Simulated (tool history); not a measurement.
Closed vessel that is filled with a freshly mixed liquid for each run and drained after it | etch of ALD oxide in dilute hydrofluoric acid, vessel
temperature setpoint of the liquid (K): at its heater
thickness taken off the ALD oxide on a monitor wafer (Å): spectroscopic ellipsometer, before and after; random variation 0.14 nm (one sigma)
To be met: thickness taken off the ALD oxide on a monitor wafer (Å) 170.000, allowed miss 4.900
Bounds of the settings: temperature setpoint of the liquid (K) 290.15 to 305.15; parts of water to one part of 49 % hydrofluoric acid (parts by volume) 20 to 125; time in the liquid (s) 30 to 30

run,day,temperature setpoint of the liquid (K),parts of water to one part of 49 % hydrofluoric acid (parts by volume),time in the liquid (s),thickness taken off the ALD oxide on a monitor wafer (Å)
1,0.000,297.15,70,30,45.398
2,0.200,300.15,70,30,50.817
3,0.504,301.15,60,30,62.598
4,0.629,302.65,60,30,66.285
5,0.942,303.15,55,30,75.462
6,1.225,303.65,50,30,85.590
7,1.458,304.15,45,30,96.408
8,1.512,304.15,40,30,109.540
9,1.583,304.15,35,30,127.710

5 next moves are on the table. One of them brings every result within its allowed miss. Which?
A,1.654,301.15,25,30,?
B,1.654,300.65,25,30,?
C,1.654,302.65,25,30,?
D,1.654,299.15,20,30,?
E,1.654,305.15,30,30,?

move,thickness taken off the ALD oxide on a monitor wafer (Å)
A,158.340
B,155.140
C,168.290
D,183.620
E,153.700
A: nearer than the last run, and not there yet
B: nearer than the last run, and not there yet
C: meets every target
D: takes the result that was furthest off past its target
E: nearer than the last run, and not there yet
Move C is the one to make.

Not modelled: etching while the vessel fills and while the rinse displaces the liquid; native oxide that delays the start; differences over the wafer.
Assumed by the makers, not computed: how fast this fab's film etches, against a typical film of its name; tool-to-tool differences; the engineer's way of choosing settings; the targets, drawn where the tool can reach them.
